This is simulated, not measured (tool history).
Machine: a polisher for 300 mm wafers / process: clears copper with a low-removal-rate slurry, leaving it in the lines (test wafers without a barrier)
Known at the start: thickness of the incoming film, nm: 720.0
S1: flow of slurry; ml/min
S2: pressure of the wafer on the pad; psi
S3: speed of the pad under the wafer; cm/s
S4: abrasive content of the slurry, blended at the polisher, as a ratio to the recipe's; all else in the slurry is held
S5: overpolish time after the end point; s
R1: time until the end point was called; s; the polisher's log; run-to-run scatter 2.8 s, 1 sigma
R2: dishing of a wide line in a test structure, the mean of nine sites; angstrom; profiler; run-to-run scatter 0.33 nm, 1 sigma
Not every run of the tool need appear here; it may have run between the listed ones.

run,hour,S1,S2,S3,S4,S5,R1,R2
1,0,190,3.4,134,1,14,165.48,417.31
2,6.9,195,2.9,134,1,11,187.55,298.51
3,10.8,155,2.9,134,1,11,195.59,281.84
4,16.7,155,3.6,134,1,11,155.73,353.42
5,22.5,155,3.1,134,1,10,184.67,278.74
6,25.7,155,2.8,134,1,9,199,234.95
7,30.3,150,2.5,134,1,9,225.58,209.56

What will run 8 give?
8,38.6,145,2.4,134,1,9,?,?

R1: 234.01 s
R2: 196.48 angstrom

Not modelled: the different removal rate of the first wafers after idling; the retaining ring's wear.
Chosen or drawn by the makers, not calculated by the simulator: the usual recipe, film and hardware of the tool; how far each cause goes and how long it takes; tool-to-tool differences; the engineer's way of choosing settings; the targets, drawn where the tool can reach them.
